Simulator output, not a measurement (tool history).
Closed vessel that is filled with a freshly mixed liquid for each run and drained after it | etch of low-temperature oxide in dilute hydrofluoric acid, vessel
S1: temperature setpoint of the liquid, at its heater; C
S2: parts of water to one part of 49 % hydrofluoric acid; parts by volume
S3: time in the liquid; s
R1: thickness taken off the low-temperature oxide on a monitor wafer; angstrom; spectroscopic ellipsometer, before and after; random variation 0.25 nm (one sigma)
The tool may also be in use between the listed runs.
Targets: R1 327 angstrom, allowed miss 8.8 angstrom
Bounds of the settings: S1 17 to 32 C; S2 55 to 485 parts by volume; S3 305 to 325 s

run  hour    S1   S2   S3      R1
  1     0    24  270  305  149.99
  2   2.6  26.5  235  305  198.79
  3   4.4    28  215  305     233
  4   7.1    28  145  305   373.5
  5  13.1  29.5  145  305  393.94
     15.4  -- hydrofluoric acid flow meter replaced
  6  15.4  29.5   70  305  818.96
  7  17.8  26.5   95  305  528.22
  8  25.3  23.5  100  305  439.39
  9  31.6  21.5  100  305  405.59
 10  38.9    20  100  305  385.18
 11  42.5    19  105  305  343.72
 12  46.1  18.5  105  305  341.53

4 next moves are on the table. One of them brings every result within its allowed miss. Which?
  A  49.7  19  120  315   ?
  B  49.7  23  135  325   ?
  C  49.7  21  130  315   ?
  D  49.7  20  115  325   ?

move      R1
   A  309.98
   B  328.13
   C  306.91
   D   349.5
A: takes the result that was furthest off past its target
B: meets every target
C: takes the result that was furthest off past its target
D: further off than the last run
Answer: B
